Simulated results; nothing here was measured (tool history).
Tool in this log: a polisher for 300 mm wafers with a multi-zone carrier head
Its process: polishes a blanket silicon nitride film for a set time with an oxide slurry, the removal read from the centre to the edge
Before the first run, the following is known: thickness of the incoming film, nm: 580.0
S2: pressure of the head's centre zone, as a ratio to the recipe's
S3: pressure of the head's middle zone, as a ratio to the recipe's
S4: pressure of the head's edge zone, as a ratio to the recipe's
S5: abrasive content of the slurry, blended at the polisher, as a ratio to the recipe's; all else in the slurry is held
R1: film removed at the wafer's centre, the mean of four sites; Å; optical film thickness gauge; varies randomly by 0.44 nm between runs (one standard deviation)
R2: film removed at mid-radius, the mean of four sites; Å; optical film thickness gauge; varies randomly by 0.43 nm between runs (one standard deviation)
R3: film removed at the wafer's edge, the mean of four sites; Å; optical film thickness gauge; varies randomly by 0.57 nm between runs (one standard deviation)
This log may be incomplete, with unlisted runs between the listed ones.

run 1 hour=0.0 | flow_of_slurry_(ml/min)=175 S2=1.00 S3=1.00 S4=1.00 S5=1.00 polishing_time_(s)=79 | R1=391.76 R2=390.70 R3=404.86
run 2 hour=2.7 | flow_of_slurry_(ml/min)=175 S2=1.00 S3=1.05 S4=1.00 S5=1.00 polishing_time_(s)=79 | R1=386.26 R2=407.67 R3=400.69
run 3 hour=9.8 | flow_of_slurry_(ml/min)=175 S2=1.00 S3=1.05 S4=1.00 S5=1.00 polishing_time_(s)=93 | R1=458.76 R2=480.49 R3=470.65
run 4 hour=18.3 | flow_of_slurry_(ml/min)=175 S2=1.00 S3=1.05 S4=1.00 S5=1.15 polishing_time_(s)=93 | R1=477.44 R2=494.77 R3=501.07
run 5 hour=23.8 | flow_of_slurry_(ml/min)=175 S2=1.00 S3=1.05 S4=0.96 S5=1.15 polishing_time_(s)=93 | R1=481.88 R2=503.21 R3=493.80
run 6 hour=29.8 | flow_of_slurry_(ml/min)=165 S2=0.96 S3=1.02 S4=0.98 S5=1.05 polishing_time_(s)=92 | R1=439.11 R2=471.47 R3=458.16
run 7 hour=37.7 | flow_of_slurry_(ml/min)=165 S2=0.92 S3=0.99 S4=1.03 S5=1.00 polishing_time_(s)=90 | R1=400.06 R2=432.72 R3=449.81

Run 8, settings as shown, results not yet in. Your forecast:
run 8 hour=38.4 | flow_of_slurry_(ml/min)=160 S2=0.89 S3=0.97 S4=1.05 S5=0.95 polishing_time_(s)=89 | R1=? R2=? R3=?

{"run 8": {"R1": 386.04, "R2": 416.34, "R3": 455.16}}

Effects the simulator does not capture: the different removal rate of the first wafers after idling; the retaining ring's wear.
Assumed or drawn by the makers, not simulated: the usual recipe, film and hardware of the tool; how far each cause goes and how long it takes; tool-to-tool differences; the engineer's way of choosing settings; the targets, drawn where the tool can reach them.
